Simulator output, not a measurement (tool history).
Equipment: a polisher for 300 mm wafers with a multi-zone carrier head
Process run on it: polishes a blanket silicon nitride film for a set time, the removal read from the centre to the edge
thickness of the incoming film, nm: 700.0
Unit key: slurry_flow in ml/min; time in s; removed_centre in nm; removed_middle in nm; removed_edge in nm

run 1 hour=0.0 | slurry_flow=270 centre_zone=1.00 middle_zone=1.00 edge_zone=1.00 time=39 | removed_centre=61.297 removed_middle=61.302 removed_edge=59.749
run 2 hour=4.4 | slurry_flow=270 centre_zone=1.02 middle_zone=0.98 edge_zone=1.02 time=40 | removed_centre=64.331 removed_middle=60.416 removed_edge=61.988
run 3 hour=11.9 | slurry_flow=270 centre_zone=1.02 middle_zone=1.04 edge_zone=1.02 time=40 | removed_centre=65.026 removed_middle=65.232 removed_edge=61.854
run 4 hour=15.4 | slurry_flow=270 centre_zone=1.03 middle_zone=1.03 edge_zone=1.04 time=41 | removed_centre=65.602 removed_middle=64.327 removed_edge=64.600
run 5 hour=23.5 | slurry_flow=270 centre_zone=1.03 middle_zone=1.03 edge_zone=0.99 time=41 | removed_centre=65.451 removed_middle=64.868 removed_edge=63.050
run 6 hour=31.1 | slurry_flow=270 centre_zone=1.03 middle_zone=0.95 edge_zone=0.99 time=41 | removed_centre=67.159 removed_middle=60.707 removed_edge=63.558
run 7 hour=32.5 | slurry_flow=270 centre_zone=1.04 middle_zone=0.95 edge_zone=1.01 time=42 | removed_centre=69.508 removed_middle=62.221 removed_edge=66.344
run 8 hour=33.3 | slurry_flow=275 centre_zone=1.06 middle_zone=0.95 edge_zone=1.03 time=43 | removed_centre=74.545 removed_middle=65.537 removed_edge=68.046
run 9 hour=36.0 | slurry_flow=270 centre_zone=1.06 middle_zone=0.93 edge_zone=1.05 time=44 | removed_centre=73.986 removed_middle=65.678 removed_edge=70.708
run 10 hour=38.0 | slurry_flow=275 centre_zone=1.07 middle_zone=0.92 edge_zone=1.07 time=44 | removed_centre=74.340 removed_middle=63.740 removed_edge=70.285
run 11 hour=41.1 | slurry_flow=275 centre_zone=1.08 middle_zone=0.91 edge_zone=1.08 time=45 | removed_centre=76.944 removed_middle=65.941 removed_edge=72.469
run 12 hour=46.4 | slurry_flow=275 centre_zone=1.09 middle_zone=0.90 edge_zone=1.09 time=46 | removed_centre=79.415 removed_middle=66.119 removed_edge=75.061
run 13 hour=48.1 | slurry_flow=275 centre_zone=1.10 middle_zone=0.90 edge_zone=1.10 time=46 | removed_centre=81.295 removed_middle=66.301 removed_edge=75.417
run 14 hour=55.4 | slurry_flow=275 centre_zone=1.10 middle_zone=0.90 edge_zone=1.11 time=46 | removed_centre=77.791 removed_middle=65.762 removed_edge=76.238
run 15 hour=62.6 | slurry_flow=280 centre_zone=1.11 middle_zone=0.90 edge_zone=1.11 time=46 | removed_centre=81.899 removed_middle=65.901 removed_edge=76.388

Run 16 comes next. What will it give?
run 16 hour=67.4 | slurry_flow=285 centre_zone=1.11 middle_zone=0.90 edge_zone=1.12 time=46 | removed_centre=? removed_middle=? removed_edge=?

Run 16 gave removed_centre 80.068 nm, removed_middle 67.847 nm, removed_edge 76.288 nm.
